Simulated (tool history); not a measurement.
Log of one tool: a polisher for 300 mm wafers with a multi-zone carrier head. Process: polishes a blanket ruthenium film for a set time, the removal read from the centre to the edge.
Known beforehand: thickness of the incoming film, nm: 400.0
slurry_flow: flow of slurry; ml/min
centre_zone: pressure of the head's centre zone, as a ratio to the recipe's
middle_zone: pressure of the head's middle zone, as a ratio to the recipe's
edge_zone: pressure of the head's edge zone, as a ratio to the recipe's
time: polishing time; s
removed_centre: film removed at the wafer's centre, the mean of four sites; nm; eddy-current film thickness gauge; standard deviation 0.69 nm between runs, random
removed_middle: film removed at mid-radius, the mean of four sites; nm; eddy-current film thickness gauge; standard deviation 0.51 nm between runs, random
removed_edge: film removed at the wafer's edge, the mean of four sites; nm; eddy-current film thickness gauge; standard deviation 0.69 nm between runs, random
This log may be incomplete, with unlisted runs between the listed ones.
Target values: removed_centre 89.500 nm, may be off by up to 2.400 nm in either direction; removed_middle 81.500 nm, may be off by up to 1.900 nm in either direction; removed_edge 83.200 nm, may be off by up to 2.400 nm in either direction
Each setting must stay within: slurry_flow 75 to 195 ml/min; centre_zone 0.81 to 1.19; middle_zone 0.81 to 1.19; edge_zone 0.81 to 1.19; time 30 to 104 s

run 1 hour=0.0 | slurry_flow=125 centre_zone=1.00 middle_zone=1.00 edge_zone=1.00 time=67 | removed_centre=59.146 removed_middle=60.095 removed_edge=60.605
run 2 hour=5.6 | slurry_flow=140 centre_zone=1.04 middle_zone=1.02 edge_zone=1.05 time=70 | removed_centre=66.802 removed_middle=64.543 removed_edge=64.920
run 3 hour=13.4 | slurry_flow=140 centre_zone=1.13 middle_zone=1.02 edge_zone=1.05 time=70 | removed_centre=70.855 removed_middle=65.257 removed_edge=64.730
run 4 hour=21.4 | slurry_flow=140 centre_zone=1.13 middle_zone=0.96 edge_zone=1.05 time=70 | removed_centre=71.319 removed_middle=61.374 removed_edge=64.614
run 5 hour=28.2 | slurry_flow=140 centre_zone=1.13 middle_zone=0.89 edge_zone=1.05 time=70 | removed_centre=70.856 removed_middle=57.941 removed_edge=64.559
run 6 hour=34.7 | slurry_flow=150 centre_zone=1.13 middle_zone=0.93 edge_zone=1.08 time=73 | removed_centre=76.046 removed_middle=62.718 removed_edge=69.000
run 7 hour=41.3 | slurry_flow=155 centre_zone=1.12 middle_zone=0.97 edge_zone=1.10 time=76 | removed_centre=77.653 removed_middle=68.009 removed_edge=73.631
run 8 hour=43.6 | slurry_flow=190 centre_zone=1.19 middle_zone=1.07 edge_zone=1.16 time=80 | removed_centre=90.973 removed_middle=80.646 removed_edge=79.732
run 9 hour=47.5 | slurry_flow=190 centre_zone=1.18 middle_zone=1.07 edge_zone=1.17 time=80 | removed_centre=89.357 removed_middle=81.183 removed_edge=79.780

Which single option among these 5 for the next run brings every result within its allowed miss of target? Just one does.
run A hour=51.4 | slurry_flow=180 centre_zone=1.16 middle_zone=0.91 edge_zone=1.19 time=88 | removed_centre=? removed_middle=? removed_edge=?
run B hour=51.4 | slurry_flow=190 centre_zone=1.15 middle_zone=1.07 edge_zone=1.10 time=81 | removed_centre=? removed_middle=? removed_edge=?
run C hour=51.4 | slurry_flow=150 centre_zone=1.16 middle_zone=1.06 edge_zone=1.17 time=85 | removed_centre=? removed_middle=? removed_edge=?
run D hour=51.4 | slurry_flow=195 centre_zone=1.17 middle_zone=0.99 edge_zone=1.14 time=82 | removed_centre=? removed_middle=? removed_edge=?
run E hour=51.4 | slurry_flow=190 centre_zone=1.16 middle_zone=1.04 edge_zone=1.17 time=88 | removed_centre=? removed_middle=? removed_edge=?

move=A removed_centre=96.305 removed_middle=76.859 removed_edge=88.892
move=B removed_centre=88.632 removed_middle=81.638 removed_edge=78.885
move=C removed_centre=90.712 removed_middle=82.486 removed_edge=83.561
move=D removed_centre=91.568 removed_middle=77.605 removed_edge=81.549
move=E removed_centre=97.114 removed_middle=86.559 removed_edge=88.401
A: the result that was furthest off in the last run now lies on the other side of its target
B: further off than the last run
C: in spec on every target
D: corrects the largest miss of the last run, while another result sits out of spec
E: the result that was furthest off in the last run now lies on the other side of its target
Move C is the one to make.

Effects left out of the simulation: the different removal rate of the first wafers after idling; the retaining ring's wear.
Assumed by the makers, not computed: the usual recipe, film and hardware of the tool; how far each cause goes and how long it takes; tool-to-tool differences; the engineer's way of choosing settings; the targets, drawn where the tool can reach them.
